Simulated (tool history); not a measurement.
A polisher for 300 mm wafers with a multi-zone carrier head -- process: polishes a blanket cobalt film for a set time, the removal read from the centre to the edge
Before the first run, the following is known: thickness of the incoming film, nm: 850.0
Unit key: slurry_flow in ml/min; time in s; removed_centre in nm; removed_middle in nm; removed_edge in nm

Run 1, day 0.000: slurry_flow 290 ml/min, centre_zone 1.00, middle_zone 1.00, edge_zone 1.00, time 32 s. Result: removed_centre 129.43 nm, removed_middle 130.33 nm, removed_edge 131.76 nm.
Run 2, day 0.079: slurry_flow 230 ml/min, centre_zone 1.00, middle_zone 1.00, edge_zone 1.00, time 32 s. Result: removed_centre 130.48 nm, removed_middle 126.61 nm, removed_edge 128.06 nm.
Run 3, day 0.300: slurry_flow 255 ml/min, centre_zone 1.02, middle_zone 1.05, edge_zone 1.01, time 34 s. Result: removed_centre 141.14 nm, removed_middle 141.81 nm, removed_edge 138.44 nm.
Run 4, day 0.454: slurry_flow 255 ml/min, centre_zone 0.94, middle_zone 1.05, edge_zone 1.01, time 34 s. Result: removed_centre 128.81 nm, removed_middle 143.61 nm, removed_edge 139.15 nm.
Run 5, day 0.667: slurry_flow 270 ml/min, centre_zone 0.97, middle_zone 1.08, edge_zone 1.01, time 36 s. Result: removed_centre 140.88 nm, removed_middle 156.32 nm, removed_edge 149.03 nm.
Run 6, day 0.762: slurry_flow 270 ml/min, centre_zone 0.97, middle_zone 1.13, edge_zone 1.01, time 36 s. Result: removed_centre 146.03 nm, removed_middle 163.03 nm, removed_edge 149.09 nm.

Predict the results of run 7:
Run 7, day 1.129: slurry_flow 285 ml/min, centre_zone 0.98, middle_zone 1.14, edge_zone 1.01, time 37 s. Result: removed_centre ?, removed_middle ?, removed_edge ?.

{"run 7": {"removed_centre": 150.8, "removed_middle": 170.46, "removed_edge": 153.4}}
